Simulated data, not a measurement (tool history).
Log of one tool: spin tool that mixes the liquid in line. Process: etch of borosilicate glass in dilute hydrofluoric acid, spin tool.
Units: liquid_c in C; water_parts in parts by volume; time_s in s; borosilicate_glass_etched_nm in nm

Run 1, hour 0: liquid_c 21 C, water_parts 40 parts by volume, time_s 55 s. Result: borosilicate_glass_etched_nm 38.735 nm.
Run 2, hour 2.4: liquid_c 21 C, water_parts 40 parts by volume, time_s 55 s. Result: borosilicate_glass_etched_nm 38.442 nm.
Run 3, hour 3.8: liquid_c 22.5 C, water_parts 40 parts by volume, time_s 55 s. Result: borosilicate_glass_etched_nm 41.036 nm.
Run 4, hour 7.9: liquid_c 24.5 C, water_parts 40 parts by volume, time_s 55 s. Result: borosilicate_glass_etched_nm 44.602 nm.
Run 5, hour 12.2: liquid_c 24.5 C, water_parts 40 parts by volume, time_s 60 s. Result: borosilicate_glass_etched_nm 48.96 nm.
Run 6, hour 13.6: liquid_c 24.5 C, water_parts 45 parts by volume, time_s 60 s. Result: borosilicate_glass_etched_nm 43.567 nm.
Run 7, hour 18.3: liquid_c 25.5 C, water_parts 45 parts by volume, time_s 60 s. Result: borosilicate_glass_etched_nm 44.961 nm.

The next listed run, before its measurement:
Run 8, hour 20.1: liquid_c 26.5 C, water_parts 45 parts by volume, time_s 60 s. Result: borosilicate_glass_etched_nm ?.

Run 8 gave borosilicate_glass_etched_nm 46.973 nm.
